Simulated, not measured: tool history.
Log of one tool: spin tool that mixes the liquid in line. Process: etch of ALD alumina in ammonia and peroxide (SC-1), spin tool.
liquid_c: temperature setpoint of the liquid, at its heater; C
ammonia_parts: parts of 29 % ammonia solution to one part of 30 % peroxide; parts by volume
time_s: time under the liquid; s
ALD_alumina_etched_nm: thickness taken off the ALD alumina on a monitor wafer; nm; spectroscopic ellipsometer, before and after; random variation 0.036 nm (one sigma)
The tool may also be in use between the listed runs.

| run | day | liquid_c | ammonia_parts | time_s | ALD_alumina_etched_nm |
|---|---|---|---|---|---|
| 1 | 0 | 54 | 0.9 | 190 | 13.921 |
| 2 | 0.308 | 51 | 0.9 | 190 | 11.889 |
| 3 | 0.542 | 58 | 0.9 | 190 | 17.137 |
| 4 | 0.621 | 54 | 0.9 | 190 | 13.888 |
| 5 | 0.9 | 60.5 | 0.9 | 190 | 19.277 |
| 6 | 1.225 | 63.5 | 0.9 | 190 | 22.666 |
| 7 | 1.3 | 55.5 | 0.85 | 190 | 15.038 |
| 8 | 1.404 | 52 | 0.85 | 190 | 12.362 |
| 9 | 1.758 | 49.5 | 0.85 | 190 | 10.755 |
| 10 | 1.833 | 47.5 | 0.85 | 190 | 9.7113 |
| 11 | 1.925 | 47.5 | 0.85 | 190 | 9.6685 |
| 12 | 2.217 | 46 | 0.85 | 190 | 8.9229 |
| 13 | 2.321 | 45 | 0.85 | 190 | 8.3301 |

The next listed run, before its measurement:
| 14 | 2.454 | 41 | 0.85 | 190 | ? |

ALD_alumina_etched_nm: 6.6734 nm

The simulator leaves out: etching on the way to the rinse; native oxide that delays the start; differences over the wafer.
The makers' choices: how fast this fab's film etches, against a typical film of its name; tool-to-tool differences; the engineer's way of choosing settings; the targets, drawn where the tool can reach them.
